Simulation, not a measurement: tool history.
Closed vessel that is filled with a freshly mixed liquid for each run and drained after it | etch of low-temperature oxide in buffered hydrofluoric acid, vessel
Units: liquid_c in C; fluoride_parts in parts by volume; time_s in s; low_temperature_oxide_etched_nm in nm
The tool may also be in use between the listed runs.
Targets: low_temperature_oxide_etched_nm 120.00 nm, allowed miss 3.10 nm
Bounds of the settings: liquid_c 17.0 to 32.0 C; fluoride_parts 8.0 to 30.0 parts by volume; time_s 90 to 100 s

run,hour,liquid_c,fluoride_parts,time_s,low_temperature_oxide_etched_nm
1,0.0,24.0,22.5,90,153.86
2,0.8,22.5,22.5,90,142.39
3,1.4,21.5,22.5,90,135.19
4,7.8,21.5,22.5,100,149.54
5,14.6,20.5,22.5,100,141.93
6,16.6,19.5,22.5,100,132.44
# hour 23.3: thermometer replaced
7,23.3,19.0,22.5,100,144.35
8,27.1,18.5,24.0,100,132.49

Which of these 5 next moves meets every target?
A,30.9,19.5,24.0,100,?
B,30.9,19.5,26.0,90,?
C,30.9,17.0,19.0,95,?
D,30.9,19.0,24.5,95,?
E,30.9,21.0,26.5,90,?

move,low_temperature_oxide_etched_nm
A,139.80
B,119.05
C,137.49
D,127.29
E,127.83
A: further off than the last run
B: meets every target
C: further off than the last run
D: nearer than the last run, and not there yet
E: nearer than the last run, and not there yet
The right move is B.

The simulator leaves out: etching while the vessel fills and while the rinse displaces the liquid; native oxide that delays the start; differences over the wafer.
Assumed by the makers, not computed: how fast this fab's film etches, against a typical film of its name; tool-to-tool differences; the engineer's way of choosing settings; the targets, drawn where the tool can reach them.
